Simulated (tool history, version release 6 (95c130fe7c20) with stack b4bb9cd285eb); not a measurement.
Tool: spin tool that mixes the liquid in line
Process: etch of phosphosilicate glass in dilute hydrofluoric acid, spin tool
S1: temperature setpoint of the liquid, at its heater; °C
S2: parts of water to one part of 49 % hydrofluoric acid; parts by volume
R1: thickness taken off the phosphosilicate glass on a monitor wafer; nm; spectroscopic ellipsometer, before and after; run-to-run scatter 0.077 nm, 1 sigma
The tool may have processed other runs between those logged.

run 1 hour=0.0 | S1=23.0 S2=215 time_under_the_liquid_(s)=15 | R1=10.9950
run 2 hour=1.8 | S1=19.5 S2=215 time_under_the_liquid_(s)=15 | R1=9.6175
run 3 hour=3.2 | S1=19.5 S2=160 time_under_the_liquid_(s)=15 | R1=13.6350
run 4 hour=4.1 | S1=19.5 S2=110 time_under_the_liquid_(s)=15 | R1=21.0500
run 5 hour=10.5 | S1=19.5 S2=80 time_under_the_liquid_(s)=15 | R1=29.8540
run 6 hour=17.9 | S1=19.5 S2=40 time_under_the_liquid_(s)=15 | R1=62.5000
run 7 hour=21.1 | S1=19.0 S2=50 time_under_the_liquid_(s)=15 | R1=48.2360
run 8 hour=25.4 | S1=18.5 S2=60 time_under_the_liquid_(s)=15 | R1=39.1870
run 9 hour=27.8 | S1=18.5 S2=65 time_under_the_liquid_(s)=15 | R1=35.7930
run 10 hour=36.2 | S1=18.5 S2=70 time_under_the_liquid_(s)=15 | R1=32.9210

Forecast run 11:
run 11 hour=44.3 | S1=18.5 S2=75 time_under_the_liquid_(s)=15 | R1=?

{"run 11": {"R1": 30.396}}
